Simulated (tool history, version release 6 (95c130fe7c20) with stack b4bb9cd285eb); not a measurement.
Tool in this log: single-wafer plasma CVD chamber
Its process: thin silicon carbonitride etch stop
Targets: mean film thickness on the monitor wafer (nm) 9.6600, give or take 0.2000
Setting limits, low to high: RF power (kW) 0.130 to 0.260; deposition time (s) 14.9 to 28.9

run  hour  RF power (kW)  deposition time (s)  mean film thickness on the monitor wafer (nm)
  1   0.0          0.195                 21.9                                        11.8130
  2   4.7          0.195                 23.4                                        12.4980
  3   7.3          0.170                 23.4                                        11.8920
  4   8.7          0.160                 22.4                                        11.1050
  5  12.2          0.160                 24.8                                        12.2490
  6  18.1          0.140                 24.8                                        11.5120
  7  24.7          0.135                 23.7                                        11.0070
  8  26.0          0.135                 22.8                                        10.5450
  9  30.5          0.135                 22.3                                        10.2650
 10  34.9          0.135                 22.0                                        10.1480
 11  42.0          0.130                 20.9                                         9.3343
 12  45.1          0.145                 21.1                                        10.0250
 13  51.8          0.140                 21.1                                         9.8874

Next run, 5 choices. One meets every target within its allowed miss, the rest don't. Which?
  A  58.5          0.135                 21.1                                              ?
  B  58.5          0.145                 21.5                                              ?
  C  58.5          0.135                 20.1                                              ?
  D  58.5          0.155                 20.9                                              ?
  E  58.5          0.130                 20.1                                              ?

move  mean film thickness on the monitor wafer (nm)
   A                                         9.7052
   B                                        10.2150
   C                                         9.2452
   D                                        10.2250
   E                                         9.0836
A: all results in spec
B: its largest miss is bigger than the last run's
C: moves the result that the last run missed by most past its target, out the other side
D: its largest miss is bigger than the last run's
E: moves the result that the last run missed by most past its target, out the other side
Go with A: it meets all targets.
